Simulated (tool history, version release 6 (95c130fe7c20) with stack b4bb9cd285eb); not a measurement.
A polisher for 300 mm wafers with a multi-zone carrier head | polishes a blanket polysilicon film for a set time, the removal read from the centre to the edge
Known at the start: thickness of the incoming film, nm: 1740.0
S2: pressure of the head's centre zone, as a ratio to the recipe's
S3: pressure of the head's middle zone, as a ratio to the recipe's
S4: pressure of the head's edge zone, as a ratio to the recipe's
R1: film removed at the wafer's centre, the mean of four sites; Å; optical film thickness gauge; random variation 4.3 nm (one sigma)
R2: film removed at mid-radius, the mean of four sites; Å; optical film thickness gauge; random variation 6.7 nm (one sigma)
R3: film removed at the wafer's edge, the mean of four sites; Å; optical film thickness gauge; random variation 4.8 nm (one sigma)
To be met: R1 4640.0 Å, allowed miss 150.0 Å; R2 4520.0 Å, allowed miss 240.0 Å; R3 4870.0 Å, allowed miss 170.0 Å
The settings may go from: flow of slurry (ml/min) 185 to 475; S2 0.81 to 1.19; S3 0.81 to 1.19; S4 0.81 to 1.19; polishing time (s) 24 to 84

run 1 hour=0.0 | flow_of_slurry_(ml/min)=305 S2=1.00 S3=1.00 S4=1.00 polishing_time_(s)=54 | R1=7028.9 R2=6874.9 R3=7052.9
run 2 hour=4.8 | flow_of_slurry_(ml/min)=305 S2=1.00 S3=1.00 S4=1.05 polishing_time_(s)=54 | R1=6893.6 R2=6847.0 R3=7079.7
run 3 hour=13.1 | flow_of_slurry_(ml/min)=305 S2=0.99 S3=0.99 S4=1.04 polishing_time_(s)=50 | R1=6307.7 R2=6444.1 R3=6522.8
run 4 hour=18.9 | flow_of_slurry_(ml/min)=300 S2=0.99 S3=0.96 S4=1.03 polishing_time_(s)=47 | R1=5900.0 R2=5884.5 R3=6159.3
run 5 hour=27.3 | flow_of_slurry_(ml/min)=300 S2=0.99 S3=0.88 S4=1.03 polishing_time_(s)=47 | R1=5996.0 R2=5299.6 R3=6102.6
run 6 hour=35.9 | flow_of_slurry_(ml/min)=230 S2=0.99 S3=0.88 S4=1.03 polishing_time_(s)=47 | R1=5714.5 R2=5455.8 R3=5931.6
run 7 hour=41.7 | flow_of_slurry_(ml/min)=235 S2=0.98 S3=0.87 S4=1.01 polishing_time_(s)=45 | R1=5531.5 R2=4956.9 R3=5593.3
run 8 hour=47.6 | flow_of_slurry_(ml/min)=230 S2=0.96 S3=0.88 S4=0.99 polishing_time_(s)=44 | R1=5125.0 R2=4912.2 R3=5526.3
run 9 hour=55.4 | flow_of_slurry_(ml/min)=225 S2=0.96 S3=0.89 S4=0.97 polishing_time_(s)=43 | R1=5018.7 R2=4713.9 R3=5304.5
run 10 hour=63.2 | flow_of_slurry_(ml/min)=220 S2=0.90 S3=0.93 S4=0.87 polishing_time_(s)=41 | R1=4613.6 R2=4841.3 R3=4783.1
run 11 hour=67.5 | flow_of_slurry_(ml/min)=220 S2=0.90 S3=0.92 S4=0.88 polishing_time_(s)=41 | R1=4523.8 R2=4764.8 R3=4797.6

Which of these 4 next moves meets every target?
run A hour=71.8 | flow_of_slurry_(ml/min)=185 S2=0.95 S3=0.81 S4=1.11 polishing_time_(s)=41 | R1=? R2=? R3=?
run B hour=71.8 | flow_of_slurry_(ml/min)=190 S2=0.93 S3=0.81 S4=0.94 polishing_time_(s)=44 | R1=? R2=? R3=?
run C hour=71.8 | flow_of_slurry_(ml/min)=260 S2=0.97 S3=0.92 S4=1.02 polishing_time_(s)=38 | R1=? R2=? R3=?
run D hour=71.8 | flow_of_slurry_(ml/min)=195 S2=0.96 S3=0.82 S4=0.94 polishing_time_(s)=44 | R1=? R2=? R3=?

move=A R1=4609.6 R2=4135.8 R3=5301.2
move=B R1=4866.3 R2=4459.9 R3=5286.9
move=C R1=4609.1 R2=4469.4 R3=4888.6
move=D R1=5048.9 R2=4523.3 R3=5302.8
A: takes the result that was furthest off past its target
B: brings the result that was furthest off to its target, and leaves another outside
C: meets every target
D: brings the result that was furthest off to its target, and leaves another outside
The right move is C.
